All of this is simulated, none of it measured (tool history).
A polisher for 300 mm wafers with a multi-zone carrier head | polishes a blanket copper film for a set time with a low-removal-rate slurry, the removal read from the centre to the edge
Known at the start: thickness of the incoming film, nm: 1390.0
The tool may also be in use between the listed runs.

run  hour  flow of slurry (ml/min)  pressure of the head's centre zone  pressure of the head's middle zone  pressure of the head's edge zone  abrasive content of the slurry  polishing time (s)  film removed at the wafer's centre (nm)  film removed at mid-radius (nm)  film removed at the wafer's edge (nm)
  1   0.0                      180                                1.00                                1.00                              1.00                            1.00                  58                                   147.40                          153.760                                149.540
  2   8.8                      180                                1.00                                1.00                              1.00                            1.00                  70                                   184.00                          181.460                                178.810
  3  16.0                      175                                1.01                                0.98                              0.98                            0.90                  62                                   155.39                          158.370                                154.820
  4  22.8                      175                                1.01                                0.98                              0.98                            1.00                  62                                   158.93                          157.830                                156.070
  5  25.2                      175                                0.93                                0.98                              0.98                            1.00                  62                                   144.99                          160.750                                156.480
  6  30.9                      175                                0.93                                0.98                              0.98                            0.90                  62                                   144.70                          155.150                                150.920
  7  35.9                      170                                0.95                                0.96                              0.96                            0.85                  56                                   131.35                          134.160                                137.370

Forecast run 8:
  8  40.3                      120                                1.05                                1.06                              0.86                            0.60                  40                                        ?                                ?                                      ?

Run 8 gave film removed at the wafer's centre (nm) 91.42, film removed at mid-radius (nm) 93.492, film removed at the wafer's edge (nm) 82.624.

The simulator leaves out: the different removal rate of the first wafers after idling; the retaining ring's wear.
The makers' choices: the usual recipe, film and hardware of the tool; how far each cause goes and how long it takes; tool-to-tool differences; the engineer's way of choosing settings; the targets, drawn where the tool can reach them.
